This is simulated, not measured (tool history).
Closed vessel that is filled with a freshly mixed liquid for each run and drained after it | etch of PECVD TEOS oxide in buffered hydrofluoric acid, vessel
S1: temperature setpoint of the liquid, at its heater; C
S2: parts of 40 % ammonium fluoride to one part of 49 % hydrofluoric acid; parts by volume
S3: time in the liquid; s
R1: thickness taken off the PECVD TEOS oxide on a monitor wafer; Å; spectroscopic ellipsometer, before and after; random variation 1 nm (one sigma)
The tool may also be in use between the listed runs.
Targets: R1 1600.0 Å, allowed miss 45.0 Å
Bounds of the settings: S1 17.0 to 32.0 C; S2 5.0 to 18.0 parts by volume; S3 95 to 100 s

run	day	S1	S2	S3	R1
1	0.000	25.0	11.0	95	2019.6
2	0.246	27.0	11.0	95	2256.0
3	0.604	29.5	11.0	95	2569.1
4	0.721	29.5	11.0	100	2720.8
5	0.825	29.5	8.0	100	3606.8
6	0.917	29.5	9.5	100	3053.8
7	1.142	25.5	10.0	100	2376.6
8	1.350	23.5	10.0	100	2124.2
9	1.738	19.5	10.0	100	1719.3
10	1.979	19.0	10.0	100	1660.4
11	2.129	19.0	10.0	100	1662.6

Which of these 5 next moves meets every target?
A	2.279	19.5	11.0	95	?
B	2.279	20.0	10.5	100	?
C	2.279	18.5	9.5	95	?
D	2.279	21.5	11.0	100	?
E	2.279	20.0	10.0	100	?

move	R1
A	1495.7
B	1694.3
C	1602.3
D	1760.4
E	1776.8
A: takes the result that was furthest off past its target
B: further off than the last run
C: meets every target
D: further off than the last run
E: further off than the last run
Answer: C

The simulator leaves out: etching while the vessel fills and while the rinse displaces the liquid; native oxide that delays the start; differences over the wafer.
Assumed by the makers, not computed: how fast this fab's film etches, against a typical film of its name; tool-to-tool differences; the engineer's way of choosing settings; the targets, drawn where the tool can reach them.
